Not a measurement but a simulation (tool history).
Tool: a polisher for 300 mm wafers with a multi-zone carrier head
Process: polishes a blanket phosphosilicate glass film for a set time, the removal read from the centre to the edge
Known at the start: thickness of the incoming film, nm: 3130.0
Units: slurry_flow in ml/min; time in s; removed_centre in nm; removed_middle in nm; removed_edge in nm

{"run": 1, "hour": 0.0, "slurry_flow": 275, "centre_zone": 1, "middle_zone": 1, "edge_zone": 1, "slurry_solids": 1, "time": 62, "removed_centre": 578.61, "removed_middle": 573.88, "removed_edge": 609.74}
{"run": 2, "hour": 8.5, "slurry_flow": 275, "centre_zone": 0.95, "middle_zone": 1, "edge_zone": 1, "slurry_solids": 1, "time": 62, "removed_centre": 557.04, "removed_middle": 591.67, "removed_edge": 606.25}
{"run": 3, "hour": 10.0, "slurry_flow": 275, "centre_zone": 0.94, "middle_zone": 0.99, "edge_zone": 0.99, "slurry_solids": 0.95, "time": 61, "removed_centre": 526.16, "removed_middle": 566.25, "removed_edge": 587.76}
{"run": 4, "hour": 10.6, "slurry_flow": 325, "centre_zone": 0.94, "middle_zone": 0.99, "edge_zone": 0.99, "slurry_solids": 0.95, "time": 61, "removed_centre": 537.84, "removed_middle": 573.33, "removed_edge": 603.8}
{"run": 5, "hour": 16.3, "slurry_flow": 325, "centre_zone": 0.94, "middle_zone": 1.05, "edge_zone": 0.99, "slurry_solids": 0.95, "time": 61, "removed_centre": 534.49, "removed_middle": 607.31, "removed_edge": 592.5}
{"run": 6, "hour": 22.4, "slurry_flow": 325, "centre_zone": 0.94, "middle_zone": 1.05, "edge_zone": 0.99, "slurry_solids": 0.95, "time": 50, "removed_centre": 440.7, "removed_middle": 493.08, "removed_edge": 485.45}

The next listed run, before its measurement:
{"run": 7, "hour": 25.5, "slurry_flow": 320, "centre_zone": 0.94, "middle_zone": 1.04, "edge_zone": 0.98, "slurry_solids": 0.9, "time": 50, "removed_centre": "?", "removed_middle": "?", "removed_edge": "?"}

Run 7 gave removed_centre 430.94 nm, removed_middle 463.9 nm, removed_edge 468.6 nm.
